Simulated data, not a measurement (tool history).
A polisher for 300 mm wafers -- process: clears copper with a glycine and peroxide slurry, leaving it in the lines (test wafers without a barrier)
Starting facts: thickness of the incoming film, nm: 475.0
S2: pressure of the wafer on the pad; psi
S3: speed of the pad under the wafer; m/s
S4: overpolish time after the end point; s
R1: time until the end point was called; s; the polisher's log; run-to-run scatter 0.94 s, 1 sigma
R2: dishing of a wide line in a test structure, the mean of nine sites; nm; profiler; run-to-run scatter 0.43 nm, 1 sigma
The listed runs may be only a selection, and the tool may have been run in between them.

Run 1, day 0: flow of slurry (ml/min) 305, S2 2.2 psi, S3 1.16 m/s, S4 9 s. Result: R1 75.506 s, R2 30.301 nm.
Run 2, day 0.088: flow of slurry (ml/min) 305, S2 2.6 psi, S3 1.16 m/s, S4 9 s. Result: R1 65.418 s, R2 34.909 nm.
Run 3, day 0.292: flow of slurry (ml/min) 305, S2 2.3 psi, S3 1.16 m/s, S4 9 s. Result: R1 72.112 s, R2 32.069 nm.
Run 4, day 0.625: flow of slurry (ml/min) 335, S2 2.3 psi, S3 1.16 m/s, S4 9 s. Result: R1 72.216 s, R2 33.101 nm.
At day 0.904: head pressure recalibrated.
Run 5, day 0.904: flow of slurry (ml/min) 325, S2 2.1 psi, S3 1.16 m/s, S4 9 s. Result: R1 80.289 s, R2 29.648 nm.
Run 6, day 0.971: flow of slurry (ml/min) 325, S2 2.1 psi, S3 1.28 m/s, S4 9 s. Result: R1 75.406 s, R2 30.348 nm.
Run 7, day 1.133: flow of slurry (ml/min) 325, S2 1.9 psi, S3 1.28 m/s, S4 9 s. Result: R1 81.626 s, R2 30.173 nm.
Run 8, day 1.408: flow of slurry (ml/min) 325, S2 1.8 psi, S3 1.28 m/s, S4 8 s. Result: R1 85.338 s, R2 26.337 nm.
Run 9, day 1.483: flow of slurry (ml/min) 325, S2 1.7 psi, S3 1.28 m/s, S4 8 s. Result: R1 88.93 s, R2 24.383 nm.

Forecast run 10:
Run 10, day 1.558: flow of slurry (ml/min) 325, S2 1.7 psi, S3 1.28 m/s, S4 8 s. Result: R1 ?, R2 ?.

{"run 10": {"R1": 89.106, "R2": 24.758}}
